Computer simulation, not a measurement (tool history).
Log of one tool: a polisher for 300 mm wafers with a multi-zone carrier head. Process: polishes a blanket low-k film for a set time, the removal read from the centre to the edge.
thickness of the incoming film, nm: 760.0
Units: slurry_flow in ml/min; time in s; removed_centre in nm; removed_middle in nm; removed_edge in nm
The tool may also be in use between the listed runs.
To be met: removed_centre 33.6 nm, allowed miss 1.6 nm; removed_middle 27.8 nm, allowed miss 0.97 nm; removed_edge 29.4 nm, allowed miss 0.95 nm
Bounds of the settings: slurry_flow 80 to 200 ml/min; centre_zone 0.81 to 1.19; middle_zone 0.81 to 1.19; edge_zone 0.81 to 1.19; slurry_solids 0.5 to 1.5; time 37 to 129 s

{"run": 1, "hour": 0.0, "slurry_flow": 130, "centre_zone": 1, "middle_zone": 1, "edge_zone": 1, "slurry_solids": 1, "time": 83, "removed_centre": 43.961, "removed_middle": 44.447, "removed_edge": 42.315}
{"run": 2, "hour": 5.9, "slurry_flow": 125, "centre_zone": 1.01, "middle_zone": 0.95, "edge_zone": 0.97, "slurry_solids": 0.85, "time": 82, "removed_centre": 39.866, "removed_middle": 37.547, "removed_edge": 36.946}
{"run": 3, "hour": 13.4, "slurry_flow": 125, "centre_zone": 1.01, "middle_zone": 1.03, "edge_zone": 0.97, "slurry_solids": 0.85, "time": 82, "removed_centre": 38.835, "removed_middle": 40.302, "removed_edge": 36.809}
{"run": 4, "hour": 15.8, "slurry_flow": 115, "centre_zone": 1.01, "middle_zone": 0.98, "edge_zone": 0.94, "slurry_solids": 0.8, "time": 82, "removed_centre": 36.976, "removed_middle": 35.557, "removed_edge": 35.073}
{"run": 5, "hour": 21.9, "slurry_flow": 110, "centre_zone": 1.02, "middle_zone": 0.96, "edge_zone": 0.91, "slurry_solids": 0.75, "time": 82, "removed_centre": 35.215, "removed_middle": 34.078, "removed_edge": 32.601}
{"run": 6, "hour": 25.3, "slurry_flow": 110, "centre_zone": 0.94, "middle_zone": 0.96, "edge_zone": 0.91, "slurry_solids": 0.75, "time": 82, "removed_centre": 32.399, "removed_middle": 32.585, "removed_edge": 32.492}
{"run": 7, "hour": 32.9, "slurry_flow": 105, "centre_zone": 0.97, "middle_zone": 0.92, "edge_zone": 0.88, "slurry_solids": 0.75, "time": 82, "removed_centre": 33.271, "removed_middle": 31.762, "removed_edge": 31.904}
{"run": 8, "hour": 39.1, "slurry_flow": 100, "centre_zone": 0.99, "middle_zone": 0.89, "edge_zone": 0.86, "slurry_solids": 0.75, "time": 82, "removed_centre": 33.162, "removed_middle": 30.235, "removed_edge": 31.2}
{"run": 9, "hour": 47.2, "slurry_flow": 95, "centre_zone": 1.01, "middle_zone": 0.87, "edge_zone": 0.85, "slurry_solids": 0.75, "time": 82, "removed_centre": 32.85, "removed_middle": 29.32, "removed_edge": 30.832}
{"run": 10, "hour": 54.0, "slurry_flow": 95, "centre_zone": 1.03, "middle_zone": 0.86, "edge_zone": 0.84, "slurry_solids": 0.75, "time": 82, "removed_centre": 33.61, "removed_middle": 29.153, "removed_edge": 30.847}
{"run": 11, "hour": 54.6, "slurry_flow": 95, "centre_zone": 1.04, "middle_zone": 0.86, "edge_zone": 0.83, "slurry_solids": 0.75, "time": 82, "removed_centre": 33.278, "removed_middle": 29.745, "removed_edge": 30.427}
{"run": 12, "hour": 61.6, "slurry_flow": 95, "centre_zone": 1.06, "middle_zone": 0.85, "edge_zone": 0.83, "slurry_solids": 0.75, "time": 82, "removed_centre": 34.214, "removed_middle": 28.861, "removed_edge": 30.283}

5 next moves are on the table. One of them brings every result within its allowed miss. Which?
{"run": "A", "hour": 68.6, "slurry_flow": 125, "centre_zone": 1.04, "middle_zone": 0.9, "edge_zone": 0.81, "slurry_solids": 0.55, "time": 102, "removed_centre": "?", "removed_middle": "?", "removed_edge": "?"}
{"run": "B", "hour": 68.6, "slurry_flow": 105, "centre_zone": 1.06, "middle_zone": 0.92, "edge_zone": 0.87, "slurry_solids": 0.7, "time": 80, "removed_centre": "?", "removed_middle": "?", "removed_edge": "?"}
{"run": "C", "hour": 68.6, "slurry_flow": 100, "centre_zone": 1.06, "middle_zone": 0.84, "edge_zone": 0.84, "slurry_solids": 0.8, "time": 74, "removed_centre": "?", "removed_middle": "?", "removed_edge": "?"}
{"run": "D", "hour": 68.6, "slurry_flow": 105, "centre_zone": 1.06, "middle_zone": 0.81, "edge_zone": 0.88, "slurry_solids": 0.85, "time": 74, "removed_centre": "?", "removed_middle": "?", "removed_edge": "?"}
{"run": "E", "hour": 68.6, "slurry_flow": 110, "centre_zone": 0.99, "middle_zone": 0.87, "edge_zone": 0.82, "slurry_solids": 0.7, "time": 86, "removed_centre": "?", "removed_middle": "?", "removed_edge": "?"}

move=A removed_centre=34.986 removed_middle=31.699 removed_edge=30.224
move=B removed_centre=32.636 removed_middle=29.744 removed_edge=29.231
move=C removed_centre=32.679 removed_middle=27.92 removed_edge=29.068
move=D removed_centre=34.634 removed_middle=28.754 removed_edge=31.245
move=E removed_centre=33.511 removed_middle=31.115 removed_edge=30.919
A: further off than the last run
B: further off than the last run
C: meets every target
D: brings the result that was furthest off to its target, and leaves another outside
E: further off than the last run
Move C is the one to make.

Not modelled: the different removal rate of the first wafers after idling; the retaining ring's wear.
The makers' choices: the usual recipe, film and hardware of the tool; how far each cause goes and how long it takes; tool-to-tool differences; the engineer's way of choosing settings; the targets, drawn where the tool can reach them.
